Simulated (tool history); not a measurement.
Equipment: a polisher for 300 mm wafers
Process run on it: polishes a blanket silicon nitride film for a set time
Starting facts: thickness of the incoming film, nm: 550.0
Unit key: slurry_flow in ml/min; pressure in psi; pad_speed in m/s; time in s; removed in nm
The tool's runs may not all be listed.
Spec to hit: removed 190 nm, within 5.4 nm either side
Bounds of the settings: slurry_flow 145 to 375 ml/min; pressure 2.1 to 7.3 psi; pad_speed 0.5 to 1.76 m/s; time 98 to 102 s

run,hour,slurry_flow,pressure,pad_speed,time,removed
1,0,240,4.7,1.12,98,254.67
2,5.6,240,4.7,1.32,98,289.75
3,10,240,4.7,1.32,102,297.19
4,18.2,210,4.7,1.32,102,300.09
5,20.7,210,4.1,1.32,102,255.98
6,29.1,210,4.1,1.58,102,303.47
7,35.1,210,3.5,1.58,102,256.3
8,41.5,210,3.2,1.58,102,235.64
9,45,210,3,1.58,102,222.75
10,46.8,210,2.8,1.58,102,208.6
11,54,210,2.8,1.58,102,206.27
12,56.8,210,2.7,1.58,102,204.12

Next run, 5 choices. One meets every target within its allowed miss, the rest don't. Which?
A,59.6,185,3.1,1.56,98,?
B,59.6,240,2.9,1.64,102,?
C,59.6,365,2.8,1.6,102,?
D,59.6,190,2.5,1.66,100,?
E,59.6,245,3.5,1.32,102,?

move,removed
A,216.94
B,228.88
C,226.07
D,190.46
E,230.87
A: misses by more than the last run did
B: misses by more than the last run did
C: misses by more than the last run did
D: each result inside its tolerance
E: misses by more than the last run did
The move that meets every target is D.

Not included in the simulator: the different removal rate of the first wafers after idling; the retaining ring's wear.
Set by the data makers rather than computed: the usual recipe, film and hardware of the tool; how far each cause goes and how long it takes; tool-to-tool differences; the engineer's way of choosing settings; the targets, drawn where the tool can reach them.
